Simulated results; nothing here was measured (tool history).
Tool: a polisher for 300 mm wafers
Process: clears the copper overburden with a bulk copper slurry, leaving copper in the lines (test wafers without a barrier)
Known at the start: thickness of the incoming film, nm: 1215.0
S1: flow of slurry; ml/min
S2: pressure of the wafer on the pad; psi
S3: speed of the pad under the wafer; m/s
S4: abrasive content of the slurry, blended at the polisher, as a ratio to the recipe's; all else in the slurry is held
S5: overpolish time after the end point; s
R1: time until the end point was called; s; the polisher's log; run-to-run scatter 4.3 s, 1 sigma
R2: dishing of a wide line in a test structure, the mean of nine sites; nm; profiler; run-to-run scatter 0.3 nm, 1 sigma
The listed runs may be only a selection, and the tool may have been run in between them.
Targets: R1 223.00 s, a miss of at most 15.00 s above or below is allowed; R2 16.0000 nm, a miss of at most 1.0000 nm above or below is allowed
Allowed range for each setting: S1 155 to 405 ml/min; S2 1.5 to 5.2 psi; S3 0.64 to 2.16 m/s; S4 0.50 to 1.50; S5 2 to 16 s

Run 1, hour 0.0: S1 260 ml/min, S2 3.3 psi, S3 1.40 m/s, S4 1.00, S5 8 s. Result: R1 100.77 s, R2 55.2210 nm.
Run 2, hour 7.5: S1 260 ml/min, S2 3.0 psi, S3 1.32 m/s, S4 1.00, S5 7 s. Result: R1 112.68 s, R2 44.7060 nm.
Run 3, hour 14.0: S1 260 ml/min, S2 3.0 psi, S3 1.04 m/s, S4 1.00, S5 7 s. Result: R1 135.78 s, R2 39.4880 nm.
Run 4, hour 14.6: S1 260 ml/min, S2 2.8 psi, S3 1.00 m/s, S4 1.00, S5 6 s. Result: R1 141.83 s, R2 31.9550 nm.
Run 5, hour 19.1: S1 260 ml/min, S2 2.6 psi, S3 0.94 m/s, S4 1.00, S5 6 s. Result: R1 166.63 s, R2 29.9870 nm.
Run 6, hour 25.4: S1 260 ml/min, S2 2.5 psi, S3 0.92 m/s, S4 1.00, S5 5 s. Result: R1 173.08 s, R2 24.4910 nm.
Run 7, hour 25.9: S1 260 ml/min, S2 1.6 psi, S3 0.88 m/s, S4 1.00, S5 3 s. Result: R1 274.28 s, R2 9.6567 nm.
At hour 27.5: slurry blender recalibrated.
Run 8, hour 27.5: S1 260 ml/min, S2 1.7 psi, S3 0.86 m/s, S4 1.00, S5 3 s. Result: R1 250.54 s, R2 10.9660 nm.
Run 9, hour 30.7: S1 260 ml/min, S2 1.8 psi, S3 0.84 m/s, S4 1.00, S5 3 s. Result: R1 238.39 s, R2 11.2620 nm.
Run 10, hour 34.0: S1 260 ml/min, S2 1.9 psi, S3 0.82 m/s, S4 1.00, S5 3 s. Result: R1 244.01 s, R2 11.3850 nm.

Exactly one of the 4 candidate moves below puts every result within its allowed miss. Which one?
Run A, hour 37.3: S1 300 ml/min, S2 2.4 psi, S3 0.76 m/s, S4 0.85, S5 3 s. Result: R1 ?, R2 ?.
Run B, hour 37.3: S1 245 ml/min, S2 1.8 psi, S3 0.70 m/s, S4 0.95, S5 6 s. Result: R1 ?, R2 ?.
Run C, hour 37.3: S1 250 ml/min, S2 1.7 psi, S3 0.82 m/s, S4 0.90, S5 4 s. Result: R1 ?, R2 ?.
Run D, hour 37.3: S1 255 ml/min, S2 2.2 psi, S3 0.76 m/s, S4 0.75, S5 4 s. Result: R1 ?, R2 ?.

move      R1       R2
   A  202.51  13.4410
   B  280.41  18.6240
   C  270.07  13.3480
   D  229.31  15.5870
A: gains on the last run, yet a result remains outside its allowed miss
B: takes the result that was furthest off past its target
C: gains on the last run, yet a result remains outside its allowed miss
D: all results in spec
D is the move that brings every result within its allowed miss.
